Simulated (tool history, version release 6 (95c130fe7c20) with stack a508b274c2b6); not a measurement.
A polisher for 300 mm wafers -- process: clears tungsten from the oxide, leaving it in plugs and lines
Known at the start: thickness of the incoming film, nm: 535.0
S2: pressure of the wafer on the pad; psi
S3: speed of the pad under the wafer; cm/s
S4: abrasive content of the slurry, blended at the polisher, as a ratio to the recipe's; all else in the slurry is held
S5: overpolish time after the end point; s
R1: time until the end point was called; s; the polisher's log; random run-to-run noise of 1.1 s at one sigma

{"run": 1, "hour": 0.0, "flow of slurry (ml/min)": 145, "S2": 4.1, "S3": 114, "S4": 1.0, "S5": 3, "R1": 98.188}
{"run": 2, "hour": 1.2, "flow of slurry (ml/min)": 145, "S2": 4.1, "S3": 92, "S4": 1.0, "S5": 3, "R1": 121.84}
{"run": 3, "hour": 7.2, "flow of slurry (ml/min)": 145, "S2": 4.1, "S3": 118, "S4": 1.0, "S5": 3, "R1": 94.22}
{"run": 4, "hour": 11.4, "flow of slurry (ml/min)": 145, "S2": 4.4, "S3": 118, "S4": 1.0, "S5": 3, "R1": 90.521}
{"run": 5, "hour": 17.8, "flow of slurry (ml/min)": 145, "S2": 4.4, "S3": 100, "S4": 1.0, "S5": 3, "R1": 104.55}
{"run": 6, "hour": 22.1, "flow of slurry (ml/min)": 145, "S2": 3.4, "S3": 100, "S4": 1.0, "S5": 3, "R1": 133.28}

Estimate the outcome of run 7 from the log above:
{"run": 7, "hour": 26.6, "flow of slurry (ml/min)": 145, "S2": 4.1, "S3": 102, "S4": 1.0, "S5": 3, "R1": "?"}

R1: 111.660 s

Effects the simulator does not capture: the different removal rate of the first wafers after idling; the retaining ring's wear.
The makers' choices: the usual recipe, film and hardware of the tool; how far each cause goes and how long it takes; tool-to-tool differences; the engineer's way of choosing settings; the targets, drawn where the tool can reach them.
